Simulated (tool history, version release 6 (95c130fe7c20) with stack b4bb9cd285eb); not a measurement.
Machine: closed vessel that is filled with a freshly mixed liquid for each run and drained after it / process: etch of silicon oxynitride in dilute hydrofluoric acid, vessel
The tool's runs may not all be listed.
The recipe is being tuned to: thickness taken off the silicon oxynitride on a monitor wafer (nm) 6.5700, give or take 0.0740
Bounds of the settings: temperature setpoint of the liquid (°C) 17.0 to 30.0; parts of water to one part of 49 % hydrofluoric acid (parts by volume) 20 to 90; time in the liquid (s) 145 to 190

run,hour,temperature setpoint of the liquid (°C),parts of water to one part of 49 % hydrofluoric acid (parts by volume),time in the liquid (s),thickness taken off the silicon oxynitride on a monitor wafer (nm)
1,0.0,22.0,50,190,6.0387
2,1.1,19.5,50,190,5.3704
3,4.5,19.5,50,190,5.3549
4,6.1,19.5,40,190,6.7181
5,11.7,18.0,40,190,6.2628
6,13.4,17.0,40,190,5.9453
7,18.6,17.5,40,190,6.0950
8,19.5,18.0,40,190,6.2216
9,27.0,18.5,40,190,6.4353
10,32.8,18.5,40,190,6.4283

Exercise: of the 4 proposed moves below, exactly one satisfies all targets within the stated allowed misses. Which move is it?
A,38.6,20.0,40,180,?
B,38.6,23.0,45,185,?
C,38.6,18.5,35,160,?
D,38.6,23.5,40,145,?

move,thickness taken off the silicon oxynitride on a monitor wafer (nm)
A,6.5717
B,6.9505
C,6.2025
D,6.3054
A: every result within its allowed miss
B: carries the result that was furthest off beyond its target, to the other side
C: moves away from the targets compared with the last run
D: moves away from the targets compared with the last run
A is the move that brings every result within its allowed miss.
